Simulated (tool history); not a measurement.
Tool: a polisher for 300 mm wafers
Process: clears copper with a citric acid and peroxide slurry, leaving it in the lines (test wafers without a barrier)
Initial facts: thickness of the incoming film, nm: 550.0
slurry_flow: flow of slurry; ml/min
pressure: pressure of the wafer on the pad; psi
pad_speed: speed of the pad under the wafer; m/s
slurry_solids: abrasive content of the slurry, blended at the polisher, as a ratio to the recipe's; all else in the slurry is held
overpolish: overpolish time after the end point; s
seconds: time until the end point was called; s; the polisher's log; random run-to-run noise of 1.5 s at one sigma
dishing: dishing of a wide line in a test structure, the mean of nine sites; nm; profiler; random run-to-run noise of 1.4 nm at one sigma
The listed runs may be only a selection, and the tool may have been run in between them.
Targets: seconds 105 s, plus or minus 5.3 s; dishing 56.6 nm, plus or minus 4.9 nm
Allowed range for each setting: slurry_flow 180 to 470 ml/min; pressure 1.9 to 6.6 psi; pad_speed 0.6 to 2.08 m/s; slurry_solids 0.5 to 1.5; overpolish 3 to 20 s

run  hour  slurry_flow  pressure  pad_speed  slurry_solids  overpolish  seconds  dishing
  1     0          300       4.2       1.34              1          10   145.17   24.789
  2   0.8          300       4.2       1.34              1           8   144.66   22.129
  3   1.5          300       4.2       1.34              1          10   148.86   26.183
  4   4.1          300       4.5       1.34              1          11   138.51   30.463
  5  10.5          300       4.8       1.34              1          12   129.47   33.303
  6  16.6          375       4.8       1.34              1          12   128.44    36.38
  7  25.1          375         5       1.34              1          13   123.89   37.896
  8  31.6          375       5.2       1.34              1          14   120.44   41.505
  9  36.3          375       5.3       1.34              1          15   117.75   46.011
 10  40.9          375       5.3       1.34              1          15   118.21   44.996
 11  46.4          375       5.4       1.34              1          15   113.57   47.131
 12  53.5          375       5.8       1.34              1          16    107.3   50.564
 13  54.3          375       5.8       1.34              1          16   108.02     53.8

Exercise: of the 5 proposed moves below, exactly one satisfies all targets within the stated allowed misses. Which move is it?
  A  55.1          440       5.9       1.26           1.35          18        ?        ?
  B  55.1          210       6.5       1.24              1          15        ?        ?
  C  55.1          295       5.8       1.24           0.95          16        ?        ?
  D  55.1          305       6.1       1.18           1.05          15        ?        ?
  E  55.1          280       5.4       1.32           1.05          20        ?        ?

move  seconds  dishing
   A   103.95   55.299
   B   107.07   47.314
   C   118.24   45.865
   D   115.47   44.497
   E   117.29   54.453
A: all results land within tolerance of their targets
B: misses by more than the last run did
C: misses by more than the last run did
D: misses by more than the last run did
E: the worst result of the last run now meets its target, but another is out of spec
Go with A: it meets all targets.
